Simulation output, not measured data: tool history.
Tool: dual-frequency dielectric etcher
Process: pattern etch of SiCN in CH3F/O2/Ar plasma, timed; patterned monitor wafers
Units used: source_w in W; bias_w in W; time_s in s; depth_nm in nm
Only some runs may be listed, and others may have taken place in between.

| run | hour | source_w | bias_w | time_s | depth_nm |
|---|---|---|---|---|---|
| 1 | 0.0 | 340 | 78 | 30 | 11.3790 |
| 2 | 6.0 | 340 | 73 | 30 | 10.9700 |
| 3 | 10.3 | 340 | 73 | 30 | 11.0170 |
| 4 | 15.0 | 340 | 73 | 27 | 9.9632 |
| 5 | 18.9 | 360 | 77 | 27 | 10.3760 |
| 6 | 21.7 | 390 | 77 | 27 | 10.6840 |
| 7 | 24.2 | 400 | 82 | 27 | 11.2740 |
| 8 | 31.2 | 410 | 85 | 27 | 11.5080 |
| 9 | 31.9 | 420 | 88 | 27 | 11.8070 |
| 10 | 36.8 | 420 | 90 | 27 | 11.9220 |
| 11 | 38.5 | 420 | 90 | 27 | 11.8240 |

The next listed run, before its measurement:
| 12 | 43.4 | 430 | 92 | 27 | ? |

depth_nm: 12.2270 nm
